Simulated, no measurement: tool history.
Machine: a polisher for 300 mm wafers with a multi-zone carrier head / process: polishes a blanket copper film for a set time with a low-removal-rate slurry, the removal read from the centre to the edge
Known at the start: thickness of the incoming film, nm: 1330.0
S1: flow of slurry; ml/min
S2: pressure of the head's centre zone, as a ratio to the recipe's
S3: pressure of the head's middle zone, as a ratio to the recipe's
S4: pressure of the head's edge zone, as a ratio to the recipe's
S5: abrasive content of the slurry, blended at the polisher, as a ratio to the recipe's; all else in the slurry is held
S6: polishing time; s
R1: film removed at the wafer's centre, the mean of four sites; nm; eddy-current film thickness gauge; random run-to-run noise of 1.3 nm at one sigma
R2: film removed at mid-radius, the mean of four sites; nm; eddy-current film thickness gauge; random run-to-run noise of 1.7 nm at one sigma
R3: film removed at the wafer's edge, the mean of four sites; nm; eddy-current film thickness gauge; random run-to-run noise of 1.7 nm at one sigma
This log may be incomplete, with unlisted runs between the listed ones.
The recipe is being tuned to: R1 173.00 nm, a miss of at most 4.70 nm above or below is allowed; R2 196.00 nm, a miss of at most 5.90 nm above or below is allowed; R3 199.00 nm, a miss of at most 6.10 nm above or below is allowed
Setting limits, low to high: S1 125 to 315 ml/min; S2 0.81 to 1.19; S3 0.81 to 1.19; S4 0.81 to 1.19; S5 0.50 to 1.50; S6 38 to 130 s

run,hour,S1,S2,S3,S4,S5,S6,R1,R2,R3
1,0.0,205,1.00,1.00,1.00,1.00,84,268.08,277.95,275.30
2,0.7,205,1.00,1.00,1.00,1.00,101,319.18,339.31,332.98
3,3.5,205,1.00,1.00,1.00,1.00,92,291.61,304.00,302.14
4,11.3,205,1.00,1.00,1.00,0.80,92,282.49,295.24,294.39
5,17.4,205,1.00,1.00,1.00,0.80,105,320.35,338.65,342.21
6,22.2,195,0.96,0.98,0.96,0.70,95,274.31,288.06,294.47
7,23.6,185,0.92,0.98,0.94,0.65,87,241.13,259.43,260.05
8,25.9,175,0.89,0.97,0.93,0.60,82,212.50,243.23,240.16
9,34.2,160,0.86,0.87,0.83,0.50,70,170.27,184.43,190.99
10,40.1,165,0.86,0.88,0.84,0.50,70,171.03,187.33,192.04
11,45.1,170,0.86,0.89,0.85,0.50,70,169.83,187.58,195.33

Exercise: of the 5 proposed moves below, exactly one satisfies all targets within the stated allowed misses. Which move is it?
A,50.1,170,0.86,0.81,0.87,0.50,71,?,?,?
B,50.1,185,0.85,0.92,0.87,0.55,69,?,?,?
C,50.1,260,0.92,0.90,0.94,0.55,62,?,?,?
D,50.1,185,0.86,0.83,0.89,0.50,68,?,?,?
E,50.1,160,0.88,0.85,0.88,0.50,72,?,?,?

move,R1,R2,R3
A,174.69,173.83,200.10
B,171.94,191.65,197.82
C,172.58,175.21,188.13
D,169.20,171.53,194.66
E,179.38,182.00,202.58
A: lands further from the targets than the last run did
B: hits every target within its allowed miss
C: lands further from the targets than the last run did
D: lands further from the targets than the last run did
E: lands further from the targets than the last run did
B is the move that brings every result within its allowed miss.
